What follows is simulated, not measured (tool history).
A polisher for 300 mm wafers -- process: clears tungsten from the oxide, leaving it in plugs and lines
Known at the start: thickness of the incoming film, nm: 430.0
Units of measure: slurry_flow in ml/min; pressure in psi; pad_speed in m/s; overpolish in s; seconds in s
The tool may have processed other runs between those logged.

run 1 hour=0 | slurry_flow=230 pressure=3.1 pad_speed=1.32 slurry_solids=1 overpolish=30 | seconds=92.289
run 2 hour=8.5 | slurry_flow=230 pressure=3.1 pad_speed=1.62 slurry_solids=1 overpolish=30 | seconds=83.101
run 3 hour=10.6 | slurry_flow=230 pressure=3.1 pad_speed=1.62 slurry_solids=1 overpolish=32 | seconds=83.466
run 4 hour=14.1 | slurry_flow=270 pressure=3.1 pad_speed=1.62 slurry_solids=1 overpolish=32 | seconds=81.756
run 5 hour=17.5 | slurry_flow=270 pressure=3.4 pad_speed=1.64 slurry_solids=1 overpolish=32 | seconds=75.419
run 6 hour=25.7 | slurry_flow=270 pressure=3.6 pad_speed=1.66 slurry_solids=1 overpolish=32 | seconds=70.397

Run 7 has not been measured yet. What should we expect?
run 7 hour=28.5 | slurry_flow=270 pressure=3.6 pad_speed=1.66 slurry_solids=1 overpolish=32 | seconds=?

seconds: 71.646 s

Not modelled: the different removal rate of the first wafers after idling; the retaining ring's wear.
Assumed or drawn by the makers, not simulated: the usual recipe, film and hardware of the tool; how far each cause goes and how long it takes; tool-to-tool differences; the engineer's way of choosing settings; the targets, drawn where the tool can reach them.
